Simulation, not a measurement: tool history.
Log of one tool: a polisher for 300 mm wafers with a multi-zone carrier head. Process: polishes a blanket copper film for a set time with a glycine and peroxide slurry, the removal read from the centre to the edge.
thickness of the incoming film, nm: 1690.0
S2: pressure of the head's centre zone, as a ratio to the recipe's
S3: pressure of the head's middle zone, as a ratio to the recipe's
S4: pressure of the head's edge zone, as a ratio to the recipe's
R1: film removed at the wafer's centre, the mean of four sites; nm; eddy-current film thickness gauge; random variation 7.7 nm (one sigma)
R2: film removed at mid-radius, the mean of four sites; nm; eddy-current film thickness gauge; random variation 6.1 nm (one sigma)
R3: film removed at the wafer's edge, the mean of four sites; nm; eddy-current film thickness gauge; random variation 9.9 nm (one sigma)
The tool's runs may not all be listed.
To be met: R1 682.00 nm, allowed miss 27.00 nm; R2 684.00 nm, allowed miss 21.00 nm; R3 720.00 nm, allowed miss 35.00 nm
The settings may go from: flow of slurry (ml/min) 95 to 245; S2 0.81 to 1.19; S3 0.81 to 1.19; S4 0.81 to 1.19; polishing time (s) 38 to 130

Run 1, hour 0.0: flow of slurry (ml/min) 155, S2 1.00, S3 1.00, S4 1.00, polishing time (s) 84. Result: R1 605.50 nm, R2 598.51 nm, R3 560.15 nm.
Run 2, hour 6.6: flow of slurry (ml/min) 155, S2 1.00, S3 1.00, S4 1.06, polishing time (s) 84. Result: R1 615.04 nm, R2 589.19 nm, R3 576.95 nm.
Run 3, hour 12.9: flow of slurry (ml/min) 155, S2 1.03, S3 1.00, S4 1.06, polishing time (s) 84. Result: R1 615.73 nm, R2 596.72 nm, R3 577.24 nm.
Run 4, hour 17.8: flow of slurry (ml/min) 155, S2 1.03, S3 1.00, S4 1.12, polishing time (s) 84. Result: R1 622.30 nm, R2 588.28 nm, R3 597.53 nm.
Run 5, hour 21.8: flow of slurry (ml/min) 165, S2 1.00, S3 1.01, S4 1.14, polishing time (s) 87. Result: R1 629.71 nm, R2 618.31 nm, R3 610.77 nm.
Run 6, hour 22.5: flow of slurry (ml/min) 165, S2 1.06, S3 1.01, S4 1.14, polishing time (s) 87. Result: R1 674.17 nm, R2 632.41 nm, R3 618.33 nm.
Run 7, hour 26.7: flow of slurry (ml/min) 155, S2 1.03, S3 1.01, S4 1.15, polishing time (s) 91. Result: R1 668.01 nm, R2 655.34 nm, R3 633.62 nm.
Run 8, hour 31.7: flow of slurry (ml/min) 160, S2 1.00, S3 0.99, S4 1.16, polishing time (s) 94. Result: R1 682.44 nm, R2 664.66 nm, R3 683.56 nm.
Run 9, hour 40.2: flow of slurry (ml/min) 160, S2 1.00, S3 0.99, S4 1.16, polishing time (s) 94. Result: R1 684.64 nm, R2 668.66 nm, R3 675.50 nm.
Run 10, hour 42.6: flow of slurry (ml/min) 160, S2 0.98, S3 0.98, S4 1.17, polishing time (s) 95. Result: R1 679.59 nm, R2 661.26 nm, R3 688.53 nm.

Which of these 5 next moves meets every target?
Run A, hour 45.0: flow of slurry (ml/min) 170, S2 0.99, S3 0.92, S4 1.18, polishing time (s) 94. Result: R1 ?, R2 ?, R3 ?.
Run B, hour 45.0: flow of slurry (ml/min) 135, S2 1.02, S3 0.93, S4 1.19, polishing time (s) 94. Result: R1 ?, R2 ?, R3 ?.
Run C, hour 45.0: flow of slurry (ml/min) 165, S2 0.95, S3 0.95, S4 1.19, polishing time (s) 107. Result: R1 ?, R2 ?, R3 ?.
Run D, hour 45.0: flow of slurry (ml/min) 180, S2 0.92, S3 1.04, S4 1.18, polishing time (s) 98. Result: R1 ?, R2 ?, R3 ?.
Run E, hour 45.0: flow of slurry (ml/min) 145, S2 0.92, S3 0.95, S4 1.14, polishing time (s) 103. Result: R1 ?, R2 ?, R3 ?.

move      R1      R2      R3
   A  680.95  627.53  698.27
   B  665.27  606.73  679.98
   C  745.39  730.15  795.01
   D  676.29  732.27  731.76
   E  680.95  686.74  736.43
A: further off than the last run
B: further off than the last run
C: takes the result that was furthest off past its target
D: takes the result that was furthest off past its target
E: meets every target
The right move is E.

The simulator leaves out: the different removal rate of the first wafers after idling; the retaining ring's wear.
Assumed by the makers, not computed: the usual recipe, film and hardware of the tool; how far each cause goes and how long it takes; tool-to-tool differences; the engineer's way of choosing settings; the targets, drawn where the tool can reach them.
